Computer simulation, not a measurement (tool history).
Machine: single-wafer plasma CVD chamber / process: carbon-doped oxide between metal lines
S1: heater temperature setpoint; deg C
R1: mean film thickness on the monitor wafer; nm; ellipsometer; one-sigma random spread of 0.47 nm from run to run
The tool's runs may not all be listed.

Run 1, day 0.000: S1 350 deg C, chamber pressure (Torr) 3.83, RF power (W) 515, deposition time (s) 17.5. Result: R1 90.480 nm.
Run 2, day 0.204: S1 350 deg C, chamber pressure (Torr) 3.83, RF power (W) 515, deposition time (s) 17.5. Result: R1 89.965 nm.
Run 3, day 0.229: S1 348 deg C, chamber pressure (Torr) 3.99, RF power (W) 525, deposition time (s) 17.5. Result: R1 92.959 nm.
Run 4, day 0.433: S1 348 deg C, chamber pressure (Torr) 3.99, RF power (W) 450, deposition time (s) 17.5. Result: R1 85.638 nm.
Run 5, day 0.521: S1 345 deg C, chamber pressure (Torr) 4.20, RF power (W) 465, deposition time (s) 17.5. Result: R1 87.904 nm.
Run 6, day 0.854: S1 345 deg C, chamber pressure (Torr) 4.47, RF power (W) 465, deposition time (s) 17.5. Result: R1 88.997 nm.

Run 7 has not been measured yet. What should we expect?
Run 7, day 0.888: S1 343 deg C, chamber pressure (Torr) 4.61, RF power (W) 480, deposition time (s) 17.5. Result: R1 ?.

R1: 91.812 nm
